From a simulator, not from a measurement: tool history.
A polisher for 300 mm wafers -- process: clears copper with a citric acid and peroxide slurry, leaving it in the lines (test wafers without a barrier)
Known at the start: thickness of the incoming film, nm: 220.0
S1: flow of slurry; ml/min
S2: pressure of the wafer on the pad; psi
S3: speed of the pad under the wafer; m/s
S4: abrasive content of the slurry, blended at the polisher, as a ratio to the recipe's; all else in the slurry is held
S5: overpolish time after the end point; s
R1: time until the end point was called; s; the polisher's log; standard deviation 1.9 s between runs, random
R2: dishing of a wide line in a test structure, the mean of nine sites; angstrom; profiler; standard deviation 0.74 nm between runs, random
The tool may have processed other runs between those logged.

Run 1, hour 0: S1 215 ml/min, S2 2.5 psi, S3 1.04 m/s, S4 1, S5 24 s. Result: R1 125.47 s, R2 266.28 angstrom.
Run 2, hour 1.9: S1 215 ml/min, S2 2.2 psi, S3 1.04 m/s, S4 1, S5 24 s. Result: R1 139.62 s, R2 244.78 angstrom.
Run 3, hour 9.2: S1 215 ml/min, S2 2.2 psi, S3 1.18 m/s, S4 1, S5 24 s. Result: R1 131.45 s, R2 253.41 angstrom.
Run 4, hour 12.4: S1 215 ml/min, S2 2.3 psi, S3 1.18 m/s, S4 1, S5 25 s. Result: R1 122.55 s, R2 281.7 angstrom.
Run 5, hour 16.2: S1 215 ml/min, S2 2.3 psi, S3 1.18 m/s, S4 1, S5 21 s. Result: R1 118.47 s, R2 240.36 angstrom.
Run 6, hour 20.5: S1 215 ml/min, S2 2.3 psi, S3 1.08 m/s, S4 1, S5 21 s. Result: R1 131.62 s, R2 228.1 angstrom.

What does the tool deliver on the next run?
Run 7, hour 29.5: S1 215 ml/min, S2 2.3 psi, S3 1.08 m/s, S4 1, S5 21 s. Result: R1 ?, R2 ?.

{"run 7": {"R1": 134.09, "R2": 229.65}}
